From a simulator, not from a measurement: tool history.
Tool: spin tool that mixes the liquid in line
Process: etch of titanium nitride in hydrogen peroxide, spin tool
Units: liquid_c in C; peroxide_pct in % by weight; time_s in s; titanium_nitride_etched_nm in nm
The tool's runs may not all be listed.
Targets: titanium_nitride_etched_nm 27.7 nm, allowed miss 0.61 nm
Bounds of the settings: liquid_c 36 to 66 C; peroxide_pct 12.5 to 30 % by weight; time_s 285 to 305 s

| run | hour | liquid_c | peroxide_pct | time_s | titanium_nitride_etched_nm |
|---|---|---|---|---|---|
| 1 | 0 | 52 | 24.5 | 285 | 11.166 |
| 2 | 1.5 | 52 | 24.5 | 305 | 11.839 |
| 3 | 6.9 | 49 | 24.5 | 305 | 9.5623 |
| 4 | 9.4 | 52 | 24.5 | 305 | 11.932 |
| 5 | 13.5 | 46.5 | 24.5 | 305 | 8.0049 |
| 6 | 15 | 46.5 | 24.5 | 285 | 7.5032 |
| 7 | 17.5 | 50.5 | 24.5 | 285 | 10.014 |
| 8 | 25.7 | 53.5 | 24.5 | 285 | 12.446 |
| 9 | 30.2 | 55.5 | 24.5 | 285 | 14.245 |
| 10 | 38.4 | 57.5 | 24.5 | 285 | 16.358 |
| 11 | 39.1 | 59 | 24.5 | 285 | 18.083 |
| 12 | 41.7 | 60 | 24.5 | 285 | 19.537 |
| 13 | 49.1 | 66 | 24.5 | 285 | 29.031 |
| 14 | 56.2 | 66 | 24.5 | 285 | 28.975 |

5 next moves are on the table. One of them brings every result within its allowed miss. Which?
| A | 63.3 | 65 | 28 | 305 | ? |
| B | 63.3 | 65.5 | 22.5 | 305 | ? |
| C | 63.3 | 66 | 24.5 | 290 | ? |
| D | 63.3 | 64 | 27.5 | 305 | ? |
| E | 63.3 | 66 | 23.5 | 305 | ? |

| move | titanium_nitride_etched_nm |
|---|---|
| A | 30.124 |
| B | 29.681 |
| C | 29.707 |
| D | 28.083 |
| E | 30.962 |
A: further off than the last run
B: further off than the last run
C: further off than the last run
D: meets every target
E: further off than the last run
The right move is D.

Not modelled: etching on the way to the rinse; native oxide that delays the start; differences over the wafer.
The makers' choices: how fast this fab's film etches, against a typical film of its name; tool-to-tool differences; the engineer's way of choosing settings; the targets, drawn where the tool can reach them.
